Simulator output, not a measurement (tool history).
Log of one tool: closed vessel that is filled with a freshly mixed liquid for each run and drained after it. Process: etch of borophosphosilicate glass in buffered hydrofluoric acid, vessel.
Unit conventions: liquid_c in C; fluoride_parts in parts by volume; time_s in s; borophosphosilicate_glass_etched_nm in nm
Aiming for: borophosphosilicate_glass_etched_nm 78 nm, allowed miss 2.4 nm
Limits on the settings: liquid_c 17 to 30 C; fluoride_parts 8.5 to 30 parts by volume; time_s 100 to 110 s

run  hour  liquid_c  fluoride_parts  time_s  borophosphosilicate_glass_etched_nm
  1     0        22              23     100                                99.99
  2   8.4        21              23     100                               92.955
  3  14.2      20.5              23     100                                90.91
  4  23.1      20.5              23     110                               101.03
  5  28.5      20.5              23     100                               92.196
  6  35.5        20              23     100                               89.852
  7  42.2        17            23.5     100                               74.785
  8  44.4        17            23.5     100                               73.834

5 candidate next runs follow, results not yet known. Just one meets every target within its allowed miss. Identify it.
  A  46.6      17.5            27.5     105                                    ?
  B  46.6        17              28     110                                    ?
  C  46.6        18            24.5     110                                    ?
  D  46.6        20            27.5     100                                    ?
  E  46.6      17.5            21.5     105                                    ?

move  borophosphosilicate_glass_etched_nm
   A                               72.145
   B                               72.554
   C                               84.246
   D                               79.063
   E                               85.609
A: its largest miss is bigger than the last run's
B: its largest miss is bigger than the last run's
C: takes the result that was furthest off past its target
D: all results land within tolerance of their targets
E: takes the result that was furthest off past its target
The move that meets every target is D.
